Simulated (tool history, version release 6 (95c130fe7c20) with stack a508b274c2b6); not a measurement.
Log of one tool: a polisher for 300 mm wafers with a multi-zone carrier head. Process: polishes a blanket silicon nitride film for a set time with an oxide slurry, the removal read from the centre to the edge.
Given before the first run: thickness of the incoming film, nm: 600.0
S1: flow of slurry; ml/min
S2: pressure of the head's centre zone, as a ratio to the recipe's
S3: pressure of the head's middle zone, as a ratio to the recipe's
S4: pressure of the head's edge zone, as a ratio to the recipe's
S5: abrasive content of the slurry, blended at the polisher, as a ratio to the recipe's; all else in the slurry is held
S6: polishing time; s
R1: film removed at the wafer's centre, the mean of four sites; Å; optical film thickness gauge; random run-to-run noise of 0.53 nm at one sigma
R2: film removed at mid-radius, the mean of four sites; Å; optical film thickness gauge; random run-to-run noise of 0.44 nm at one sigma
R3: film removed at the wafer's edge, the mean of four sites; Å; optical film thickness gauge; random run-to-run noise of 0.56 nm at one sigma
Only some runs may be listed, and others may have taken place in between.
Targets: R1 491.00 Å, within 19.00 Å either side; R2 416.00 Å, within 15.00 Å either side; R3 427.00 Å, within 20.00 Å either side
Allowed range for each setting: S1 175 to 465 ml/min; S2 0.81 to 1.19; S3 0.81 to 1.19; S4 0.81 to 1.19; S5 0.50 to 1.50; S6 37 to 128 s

| run | hour | S1 | S2 | S3 | S4 | S5 | S6 | R1 | R2 | R3 |
|---|---|---|---|---|---|---|---|---|---|---|
| 1 | 0.0 | 295 | 1.00 | 1.00 | 1.00 | 1.00 | 82 | 764.80 | 774.04 | 751.80 |
| 2 | 0.5 | 295 | 1.02 | 0.96 | 0.97 | 0.85 | 76 | 668.27 | 656.81 | 620.09 |
| 3 | 8.4 | 290 | 1.04 | 0.92 | 0.99 | 0.75 | 72 | 614.98 | 555.56 | 585.05 |
| 4 | 14.6 | 285 | 1.04 | 0.89 | 0.95 | 0.70 | 70 | 598.42 | 506.51 | 535.90 |
| 5 | 17.5 | 285 | 1.04 | 0.89 | 0.89 | 0.70 | 70 | 581.75 | 519.39 | 522.71 |
| 6 | 20.7 | 285 | 1.04 | 0.89 | 0.95 | 0.70 | 70 | 591.87 | 514.08 | 527.82 |
| 7 | 26.2 | 280 | 1.03 | 0.87 | 0.93 | 0.65 | 69 | 556.16 | 485.32 | 504.16 |
| 8 | 34.1 | 275 | 1.03 | 0.86 | 0.91 | 0.60 | 68 | 525.42 | 459.85 | 482.69 |
| 9 | 39.8 | 275 | 1.04 | 0.85 | 0.89 | 0.55 | 67 | 505.41 | 426.25 | 457.42 |
| 10 | 41.9 | 275 | 1.05 | 0.85 | 0.87 | 0.55 | 67 | 505.36 | 434.98 | 447.74 |

Exactly one of the 5 candidate moves below puts every result within its allowed miss. Which one?
| A | 44.0 | 390 | 1.11 | 1.09 | 0.81 | 0.65 | 54 | ? | ? | ? |
| B | 44.0 | 270 | 1.04 | 0.81 | 0.93 | 0.60 | 65 | ? | ? | ? |
| C | 44.0 | 295 | 1.15 | 0.84 | 0.84 | 0.60 | 61 | ? | ? | ? |
| D | 44.0 | 365 | 1.07 | 0.87 | 0.89 | 0.60 | 60 | ? | ? | ? |
| E | 44.0 | 280 | 1.12 | 0.85 | 0.84 | 0.60 | 62 | ? | ? | ? |

| move | R1 | R2 | R3 |
|---|---|---|---|
| A | 484.42 | 468.95 | 383.27 |
| B | 506.66 | 411.16 | 463.84 |
| C | 532.19 | 401.35 | 418.63 |
| D | 498.03 | 414.83 | 429.12 |
| E | 523.35 | 409.58 | 423.56 |
A: further off than the last run
B: corrects the largest miss of the last run, while another result sits out of spec
C: corrects the largest miss of the last run, while another result sits out of spec
D: all results land within tolerance of their targets
E: corrects the largest miss of the last run, while another result sits out of spec
Go with D: it meets all targets.
